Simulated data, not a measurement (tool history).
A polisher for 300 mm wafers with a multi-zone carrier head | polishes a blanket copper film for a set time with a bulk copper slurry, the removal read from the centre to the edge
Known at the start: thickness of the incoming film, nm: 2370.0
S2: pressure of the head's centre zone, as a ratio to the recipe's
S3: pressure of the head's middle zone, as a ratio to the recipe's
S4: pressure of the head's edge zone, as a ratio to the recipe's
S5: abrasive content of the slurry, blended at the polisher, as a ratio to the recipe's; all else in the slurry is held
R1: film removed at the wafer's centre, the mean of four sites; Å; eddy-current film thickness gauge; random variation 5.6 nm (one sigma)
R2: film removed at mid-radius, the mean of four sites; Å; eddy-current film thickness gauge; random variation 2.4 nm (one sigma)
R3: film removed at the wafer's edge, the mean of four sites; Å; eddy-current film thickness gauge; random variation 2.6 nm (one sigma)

Run 1, hour 0.0: flow of slurry (ml/min) 280, S2 1.00, S3 1.00, S4 1.00, S5 1.00, polishing time (s) 44. Result: R1 3623.4 Å, R2 3565.5 Å, R3 3521.2 Å.
Run 2, hour 4.3: flow of slurry (ml/min) 285, S2 1.01, S3 1.01, S4 1.04, S5 1.05, polishing time (s) 44. Result: R1 3645.3 Å, R2 3656.9 Å, R3 3698.7 Å.
Run 3, hour 12.3: flow of slurry (ml/min) 285, S2 1.01, S3 1.10, S4 1.04, S5 1.05, polishing time (s) 44. Result: R1 3614.1 Å, R2 3888.3 Å, R3 3700.9 Å.
Run 4, hour 18.3: flow of slurry (ml/min) 285, S2 1.01, S3 1.10, S4 1.04, S5 1.05, polishing time (s) 50. Result: R1 4192.4 Å, R2 4402.7 Å, R3 4223.0 Å.
Run 5, hour 20.5: flow of slurry (ml/min) 275, S2 1.01, S3 1.07, S4 1.04, S5 1.05, polishing time (s) 50. Result: R1 4087.2 Å, R2 4277.8 Å, R3 4198.1 Å.
Run 6, hour 28.8: flow of slurry (ml/min) 210, S2 1.01, S3 1.07, S4 1.04, S5 1.05, polishing time (s) 50. Result: R1 3983.1 Å, R2 4159.9 Å, R3 3999.5 Å.
Run 7, hour 31.2: flow of slurry (ml/min) 210, S2 1.01, S3 1.05, S4 1.05, S5 1.05, polishing time (s) 50. Result: R1 3960.2 Å, R2 4112.9 Å, R3 4039.5 Å.

The next listed run, before its measurement:
Run 8, hour 39.9: flow of slurry (ml/min) 210, S2 1.01, S3 1.03, S4 1.06, S5 1.05, polishing time (s) 50. Result: R1 ?, R2 ?, R3 ?.

Run 8 gave R1 3946.4 Å, R2 4078.3 Å, R3 4078.0 Å.

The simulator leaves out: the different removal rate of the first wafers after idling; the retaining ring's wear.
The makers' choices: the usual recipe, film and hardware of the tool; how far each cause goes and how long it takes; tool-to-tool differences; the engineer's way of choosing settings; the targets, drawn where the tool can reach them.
